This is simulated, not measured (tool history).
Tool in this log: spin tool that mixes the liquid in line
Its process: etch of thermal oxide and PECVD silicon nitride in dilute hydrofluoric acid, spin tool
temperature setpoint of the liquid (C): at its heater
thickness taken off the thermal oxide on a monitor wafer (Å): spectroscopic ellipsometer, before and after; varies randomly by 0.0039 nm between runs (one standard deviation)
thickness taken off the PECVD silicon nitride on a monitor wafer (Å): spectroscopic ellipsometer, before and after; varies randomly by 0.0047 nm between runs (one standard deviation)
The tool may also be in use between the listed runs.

run  hour  temperature setpoint of the liquid (C)  parts of water to one part of 49 % hydrofluoric acid (parts by volume)  time under the liquid (s)  thickness taken off the thermal oxide on a monitor wafer (Å)  thickness taken off the PECVD silicon nitride on a monitor wafer (Å)
  1   0.0                                    23.0                                                                     270                        180                                                       25.5100                                                              16.81400
  2   5.5                                    22.0                                                                     300                        160                                                       18.8400                                                              12.99800
  3  12.2                                    21.5                                                                     325                        140                                                       14.9390                                                               9.70350
  4  15.9                                    21.5                                                                     360                        140                                                       13.0250                                                               9.14030
  5  19.6                                    21.5                                                                     425                        140                                                       10.4590                                                               7.59150
  6  25.6                                    21.0                                                                     435                        125                                                        8.7857                                                               6.37120
  7  26.4                                    20.5                                                                     440                        110                                                        7.4388                                                               5.20610
  8  27.6                                    20.5                                                                     445                         95                                                        6.4967                                                               4.54120
  9  28.1                                    20.5                                                                     450                         85                                                        5.6259                                                               3.90010
 10  31.7                                    20.5                                                                     455                         80                                                        5.2215                                                               3.69470
 11  38.9                                    17.0                                                                     485                         25                                                        1.3014                                                               0.89101
 12  47.5                                    17.5                                                                     480                         25                                                        1.3824                                                               0.94066
 13  55.8                                    21.5                                                                     370                         15                                                        1.3229                                                               0.94193
 14  63.6                                    21.5                                                                     360                         20                                                        1.8596                                                               1.28140

Run 15 has not been measured yet. What should we expect?
 15  65.1                                    21.5                                                                     360                         20                                                             ?                                                                     ?

{"run 15": {"thickness taken off the thermal oxide on a monitor wafer (Å)": 1.8562, "thickness taken off the PECVD silicon nitride on a monitor wafer (Å)": 1.2812}}
